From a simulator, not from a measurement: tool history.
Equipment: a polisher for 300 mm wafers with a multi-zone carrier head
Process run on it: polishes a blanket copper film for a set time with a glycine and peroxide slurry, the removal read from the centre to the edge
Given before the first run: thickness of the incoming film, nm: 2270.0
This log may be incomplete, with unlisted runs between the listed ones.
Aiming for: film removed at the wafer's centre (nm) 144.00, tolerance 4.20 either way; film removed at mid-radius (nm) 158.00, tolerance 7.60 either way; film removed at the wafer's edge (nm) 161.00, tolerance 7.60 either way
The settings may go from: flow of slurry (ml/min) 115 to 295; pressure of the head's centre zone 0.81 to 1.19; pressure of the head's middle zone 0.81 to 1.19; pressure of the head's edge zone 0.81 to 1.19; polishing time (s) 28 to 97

run	hour	flow of slurry (ml/min)	pressure of the head's centre zone	pressure of the head's middle zone	pressure of the head's edge zone	polishing time (s)	film removed at the wafer's centre (nm)	film removed at mid-radius (nm)	film removed at the wafer's edge (nm)
1	0.0	190	1.00	1.00	1.00	62	233.74	222.93	216.10
2	8.0	225	1.00	1.00	1.00	62	244.28	235.09	219.73
3	9.5	215	0.97	0.99	0.99	59	222.94	215.95	203.71
4	16.2	200	0.94	0.99	1.00	57	209.40	205.82	199.43
5	18.1	190	0.92	1.00	1.01	55	199.14	199.30	196.62
6	23.1	190	0.92	0.92	1.01	55	194.56	194.40	193.22
7	28.2	190	0.92	0.92	1.01	55	198.33	187.64	185.56
8	36.5	180	0.90	0.94	1.01	53	186.12	182.44	187.44
# hour 38.3: centre zone pressure recalibrated
9	38.3	180	0.88	0.96	1.00	51	163.18	180.11	174.14
10	44.2	170	0.88	0.95	1.00	51	161.97	182.20	177.33
11	46.1	165	0.88	0.93	1.00	50	157.16	168.86	170.82
12	48.3	165	0.88	0.93	1.00	50	158.31	171.06	169.23

Of the 4 settings listed for the next run, only one would bring every result within its allowed miss of target. Which one?
A	50.5	225	1.04	1.01	0.94	49	?	?	?
B	50.5	275	1.00	0.81	0.98	42	?	?	?
C	50.5	135	0.82	0.85	0.90	50	?	?	?
D	50.5	190	0.90	0.87	1.13	44	?	?	?

move	film removed at the wafer's centre (nm)	film removed at mid-radius (nm)	film removed at the wafer's edge (nm)
A	183.21	184.20	164.18
B	155.56	141.21	145.90
C	146.52	160.07	157.62
D	144.46	148.54	159.45
A: lands further from the targets than the last run did
B: gains on the last run, yet a result remains outside its allowed miss
C: in spec on every target
D: meets the target for the result that was furthest off, but another lies outside its allowed miss
Correct choice: C, which meets every target

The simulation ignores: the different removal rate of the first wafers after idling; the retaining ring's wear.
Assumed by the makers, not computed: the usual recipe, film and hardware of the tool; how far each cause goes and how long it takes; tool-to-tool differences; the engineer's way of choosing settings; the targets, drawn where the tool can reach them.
